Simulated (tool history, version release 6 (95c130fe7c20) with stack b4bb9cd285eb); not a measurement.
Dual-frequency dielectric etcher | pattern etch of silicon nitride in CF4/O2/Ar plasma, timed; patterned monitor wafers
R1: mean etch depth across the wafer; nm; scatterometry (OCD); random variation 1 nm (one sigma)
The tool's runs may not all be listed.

{"run": 1, "day": 0.0, "source power (W)": 450, "bias power (W)": 36, "Ar flow (sccm)": 126, "CF4 flow (sccm)": 79, "etch time (s)": 192, "R1": 255.68}
{"run": 2, "day": 0.254, "source power (W)": 480, "bias power (W)": 36, "Ar flow (sccm)": 126, "CF4 flow (sccm)": 79, "etch time (s)": 192, "R1": 277.87}
{"run": 3, "day": 0.342, "source power (W)": 480, "bias power (W)": 36, "Ar flow (sccm)": 126, "CF4 flow (sccm)": 79, "etch time (s)": 192, "R1": 273.45}
{"run": 4, "day": 0.679, "source power (W)": 440, "bias power (W)": 35, "Ar flow (sccm)": 127, "CF4 flow (sccm)": 79, "etch time (s)": 192, "R1": 248.35}
{"run": 5, "day": 0.904, "source power (W)": 410, "bias power (W)": 35, "Ar flow (sccm)": 127, "CF4 flow (sccm)": 79, "etch time (s)": 192, "R1": 231.3}
{"run": 6, "day": 1.021, "source power (W)": 340, "bias power (W)": 35, "Ar flow (sccm)": 127, "CF4 flow (sccm)": 79, "etch time (s)": 192, "R1": 187.26}

Run 7 comes next. What will it give?
{"run": 7, "day": 1.208, "source power (W)": 290, "bias power (W)": 35, "Ar flow (sccm)": 127, "CF4 flow (sccm)": 79, "etch time (s)": 192, "R1": "?"}

Run 7 gave R1 154.88 nm.
